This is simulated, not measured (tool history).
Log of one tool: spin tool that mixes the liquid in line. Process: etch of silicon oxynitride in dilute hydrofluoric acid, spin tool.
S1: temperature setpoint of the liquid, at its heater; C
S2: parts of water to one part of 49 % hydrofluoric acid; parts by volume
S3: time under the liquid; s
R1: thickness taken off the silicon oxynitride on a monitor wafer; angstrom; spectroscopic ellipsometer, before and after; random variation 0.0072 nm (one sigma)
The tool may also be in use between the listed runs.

Run 1, hour 0: S1 25 C, S2 245 parts by volume, S3 75 s. Result: R1 8.5031 angstrom.
Run 2, hour 5.8: S1 23.5 C, S2 260 parts by volume, S3 75 s. Result: R1 7.3172 angstrom.
Run 3, hour 14.2: S1 26.5 C, S2 260 parts by volume, S3 75 s. Result: R1 8.7291 angstrom.
Run 4, hour 20.3: S1 24.5 C, S2 265 parts by volume, S3 75 s. Result: R1 7.6833 angstrom.
Run 5, hour 22.7: S1 23 C, S2 270 parts by volume, S3 75 s. Result: R1 7.1627 angstrom.
Run 6, hour 30.5: S1 24.5 C, S2 270 parts by volume, S3 75 s. Result: R1 7.5171 angstrom.
Run 7, hour 34.2: S1 24.5 C, S2 270 parts by volume, S3 75 s. Result: R1 7.4155 angstrom.

The next listed run, before its measurement:
Run 8, hour 38.4: S1 24.5 C, S2 270 parts by volume, S3 75 s. Result: R1 ?.

{"run 8": {"R1": 7.6163}}

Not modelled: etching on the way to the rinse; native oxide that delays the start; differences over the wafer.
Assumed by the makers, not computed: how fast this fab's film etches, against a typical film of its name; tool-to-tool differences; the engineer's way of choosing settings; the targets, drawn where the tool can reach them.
